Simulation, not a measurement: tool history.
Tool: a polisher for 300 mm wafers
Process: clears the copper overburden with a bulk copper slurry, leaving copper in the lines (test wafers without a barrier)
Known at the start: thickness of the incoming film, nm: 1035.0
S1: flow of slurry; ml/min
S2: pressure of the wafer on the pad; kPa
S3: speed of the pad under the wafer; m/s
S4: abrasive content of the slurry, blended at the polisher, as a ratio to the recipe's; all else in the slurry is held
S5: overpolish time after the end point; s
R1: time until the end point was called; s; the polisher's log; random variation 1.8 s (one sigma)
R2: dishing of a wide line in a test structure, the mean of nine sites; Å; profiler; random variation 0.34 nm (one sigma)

run,hour,S1,S2,S3,S4,S5,R1,R2
1,0,180,11.7,1.14,1,12,160.78,465.31
2,6.9,180,11.7,1.14,1.15,12,157.56,481.3
3,9.3,185,11,1.16,1.05,11,167.02,433.26
4,12.4,185,11,1.16,1.25,11,160.63,432.68
5,13.3,140,11,1.16,1.25,11,166.61,432.4
6,19.2,140,11,1.16,1.1,11,170.41,430.75
7,26.1,160,10.3,1.18,1.15,10,174.8,388.71

The next listed run, before its measurement:
8,35,210,6.9,1.4,1.4,4,?,?

Run 8 gave R1 204.58 s, R2 155.38 Å.

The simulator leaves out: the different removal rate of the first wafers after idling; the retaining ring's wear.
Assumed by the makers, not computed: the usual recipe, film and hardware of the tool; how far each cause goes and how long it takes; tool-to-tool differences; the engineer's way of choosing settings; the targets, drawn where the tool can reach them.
